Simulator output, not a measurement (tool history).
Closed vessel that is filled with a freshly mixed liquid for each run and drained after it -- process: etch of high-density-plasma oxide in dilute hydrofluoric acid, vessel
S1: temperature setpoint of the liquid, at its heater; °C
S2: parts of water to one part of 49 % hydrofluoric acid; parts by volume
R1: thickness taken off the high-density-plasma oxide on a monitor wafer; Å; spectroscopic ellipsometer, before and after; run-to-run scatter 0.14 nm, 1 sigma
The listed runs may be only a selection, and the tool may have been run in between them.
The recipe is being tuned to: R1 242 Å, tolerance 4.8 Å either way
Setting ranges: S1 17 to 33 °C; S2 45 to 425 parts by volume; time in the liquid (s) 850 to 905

{"run": 1, "hour": 0.0, "S1": 25, "S2": 235, "time in the liquid (s)": 850, "R1": 158.12}
{"run": 2, "hour": 5.0, "S1": 25, "S2": 295, "time in the liquid (s)": 850, "R1": 119.89}
{"run": 3, "hour": 12.7, "S1": 26, "S2": 285, "time in the liquid (s)": 850, "R1": 128.16}
{"run": 4, "hour": 19.5, "S1": 22.5, "S2": 285, "time in the liquid (s)": 850, "R1": 114.1}
{"run": 5, "hour": 26.3, "S1": 24, "S2": 275, "time in the liquid (s)": 850, "R1": 124.69}
{"run": 6, "hour": 33.7, "S1": 24, "S2": 340, "time in the liquid (s)": 850, "R1": 95.684}
{"run": 7, "hour": 39.1, "S1": 25, "S2": 320, "time in the liquid (s)": 850, "R1": 106.54}
{"run": 8, "hour": 47.0, "S1": 26, "S2": 305, "time in the liquid (s)": 850, "R1": 117.27}
{"run": 9, "hour": 48.7, "S1": 30, "S2": 210, "time in the liquid (s)": 850, "R1": 217.59}
{"run": 10, "hour": 56.2, "S1": 30.5, "S2": 210, "time in the liquid (s)": 850, "R1": 218.83}
{"run": 11, "hour": 64.8, "S1": 31, "S2": 210, "time in the liquid (s)": 850, "R1": 222.17}
{"run": 12, "hour": 73.4, "S1": 31, "S2": 210, "time in the liquid (s)": 850, "R1": 223.72}
{"run": 13, "hour": 81.0, "S1": 32, "S2": 210, "time in the liquid (s)": 850, "R1": 232.38}
{"run": 14, "hour": 85.5, "S1": 32.5, "S2": 210, "time in the liquid (s)": 850, "R1": 236.15}
{"run": 15, "hour": 93.9, "S1": 32.5, "S2": 210, "time in the liquid (s)": 850, "R1": 236.41}
{"run": 16, "hour": 102.7, "S1": 32.5, "S2": 210, "time in the liquid (s)": 850, "R1": 237.88}

Next run, 4 choices. One meets every target within its allowed miss, the rest don't. Which?
{"run": "A", "hour": 111.5, "S1": 32, "S2": 210, "time in the liquid (s)": 850, "R1": "?"}
{"run": "B", "hour": 111.5, "S1": 33, "S2": 225, "time in the liquid (s)": 900, "R1": "?"}
{"run": "C", "hour": 111.5, "S1": 32.5, "S2": 220, "time in the liquid (s)": 850, "R1": "?"}
{"run": "D", "hour": 111.5, "S1": 33, "S2": 220, "time in the liquid (s)": 905, "R1": "?"}

move=A R1=232.79
move=B R1=233.64
move=C R1=223.28
move=D R1=241.75
A: further off than the last run
B: further off than the last run
C: further off than the last run
D: all results land within tolerance of their targets
The move that meets every target is D.
